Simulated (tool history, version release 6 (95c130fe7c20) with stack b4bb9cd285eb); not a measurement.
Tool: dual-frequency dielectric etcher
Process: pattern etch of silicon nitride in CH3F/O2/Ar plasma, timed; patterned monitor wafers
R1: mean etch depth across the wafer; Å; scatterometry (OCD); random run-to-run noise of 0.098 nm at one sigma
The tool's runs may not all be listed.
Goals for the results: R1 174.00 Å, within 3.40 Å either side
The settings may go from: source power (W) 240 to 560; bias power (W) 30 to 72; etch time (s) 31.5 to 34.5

{"run": 1, "hour": 0.0, "source power (W)": 400, "bias power (W)": 51, "etch time (s)": 34.5, "R1": 207.05}
{"run": 2, "hour": 2.4, "source power (W)": 400, "bias power (W)": 51, "etch time (s)": 31.5, "R1": 191.17}
{"run": 3, "hour": 9.1, "source power (W)": 390, "bias power (W)": 51, "etch time (s)": 31.5, "R1": 188.11}
{"run": 4, "hour": 15.0, "source power (W)": 380, "bias power (W)": 51, "etch time (s)": 31.5, "R1": 187.67}
{"run": 5, "hour": 22.4, "source power (W)": 450, "bias power (W)": 51, "etch time (s)": 31.5, "R1": 198.01}
{"run": 6, "hour": 23.3, "source power (W)": 440, "bias power (W)": 50, "etch time (s)": 31.5, "R1": 194.86}
{"run": 7, "hour": 25.6, "source power (W)": 430, "bias power (W)": 50, "etch time (s)": 31.5, "R1": 194.86}
{"run": 8, "hour": 32.9, "source power (W)": 420, "bias power (W)": 50, "etch time (s)": 31.5, "R1": 192.25}
{"run": 9, "hour": 34.0, "source power (W)": 410, "bias power (W)": 50, "etch time (s)": 31.5, "R1": 190.13}
{"run": 10, "hour": 40.4, "source power (W)": 400, "bias power (W)": 50, "etch time (s)": 31.5, "R1": 188.77}
{"run": 11, "hour": 47.7, "source power (W)": 320, "bias power (W)": 47, "etch time (s)": 31.5, "R1": 169.92}

Next run, 4 choices. One meets every target within its allowed miss, the rest don't. Which?
{"run": "A", "hour": 55.0, "source power (W)": 290, "bias power (W)": 49, "etch time (s)": 34.5, "R1": "?"}
{"run": "B", "hour": 55.0, "source power (W)": 320, "bias power (W)": 50, "etch time (s)": 33.5, "R1": "?"}
{"run": "C", "hour": 55.0, "source power (W)": 290, "bias power (W)": 55, "etch time (s)": 33.0, "R1": "?"}
{"run": "D", "hour": 55.0, "source power (W)": 300, "bias power (W)": 41, "etch time (s)": 34.5, "R1": "?"}

move=A R1=182.26
move=B R1=184.70
move=C R1=181.62
move=D R1=173.57
A: takes the result that was furthest off past its target
B: takes the result that was furthest off past its target
C: takes the result that was furthest off past its target
D: meets every target
D meets every target.
